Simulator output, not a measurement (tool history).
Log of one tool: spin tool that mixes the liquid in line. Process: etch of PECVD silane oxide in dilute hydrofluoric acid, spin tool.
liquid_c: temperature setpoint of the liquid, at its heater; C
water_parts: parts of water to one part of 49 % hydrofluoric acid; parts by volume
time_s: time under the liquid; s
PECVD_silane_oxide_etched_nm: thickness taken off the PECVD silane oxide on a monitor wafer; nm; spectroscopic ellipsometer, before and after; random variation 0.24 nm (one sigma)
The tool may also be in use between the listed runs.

| run | hour | liquid_c | water_parts | time_s | PECVD_silane_oxide_etched_nm |
|---|---|---|---|---|---|
| 1 | 0.0 | 23.0 | 280 | 70 | 10.340 |
| 2 | 4.8 | 23.0 | 280 | 75 | 11.160 |
| 3 | 9.8 | 23.0 | 280 | 70 | 10.246 |
| 4 | 16.1 | 24.0 | 255 | 70 | 12.123 |
| 5 | 20.3 | 24.0 | 255 | 70 | 11.942 |
| 6 | 22.8 | 24.5 | 235 | 70 | 13.829 |
| 7 | 27.1 | 25.0 | 220 | 70 | 15.075 |
| 8 | 34.6 | 25.0 | 220 | 70 | 15.145 |
| 9 | 37.5 | 25.5 | 205 | 70 | 16.680 |
| 10 | 44.6 | 26.0 | 190 | 70 | 18.695 |
| 11 | 46.4 | 26.5 | 180 | 70 | 20.411 |
| 12 | 51.9 | 27.0 | 170 | 70 | 22.167 |

Forecast run 13:
| 13 | 58.5 | 27.0 | 170 | 70 | ? |

PECVD_silane_oxide_etched_nm: 22.366 nm
